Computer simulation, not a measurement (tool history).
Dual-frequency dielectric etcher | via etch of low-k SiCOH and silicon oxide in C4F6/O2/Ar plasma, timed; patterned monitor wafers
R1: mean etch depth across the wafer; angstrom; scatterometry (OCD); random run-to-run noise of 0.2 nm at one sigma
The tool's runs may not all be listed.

{"run": 1, "hour": 0.0, "source power (W)": 270, "bias power (W)": 237, "etch time (s)": 40.5, "R1": 960.26}
{"run": 2, "hour": 0.8, "source power (W)": 250, "bias power (W)": 237, "etch time (s)": 40.5, "R1": 923.57}
{"run": 3, "hour": 5.5, "source power (W)": 230, "bias power (W)": 222, "etch time (s)": 40.5, "R1": 864}
{"run": 4, "hour": 6.2, "source power (W)": 230, "bias power (W)": 198, "etch time (s)": 40.5, "R1": 828.11}
{"run": 5, "hour": 10.2, "source power (W)": 230, "bias power (W)": 198, "etch time (s)": 36.5, "R1": 748.62}
{"run": 6, "hour": 13.4, "source power (W)": 230, "bias power (W)": 219, "etch time (s)": 36.5, "R1": 775.94}

Run 7, settings as shown, results not yet in. Your forecast:
{"run": 7, "hour": 20.4, "source power (W)": 220, "bias power (W)": 219, "etch time (s)": 36.5, "R1": "?"}

R1: 756.82 angstrom

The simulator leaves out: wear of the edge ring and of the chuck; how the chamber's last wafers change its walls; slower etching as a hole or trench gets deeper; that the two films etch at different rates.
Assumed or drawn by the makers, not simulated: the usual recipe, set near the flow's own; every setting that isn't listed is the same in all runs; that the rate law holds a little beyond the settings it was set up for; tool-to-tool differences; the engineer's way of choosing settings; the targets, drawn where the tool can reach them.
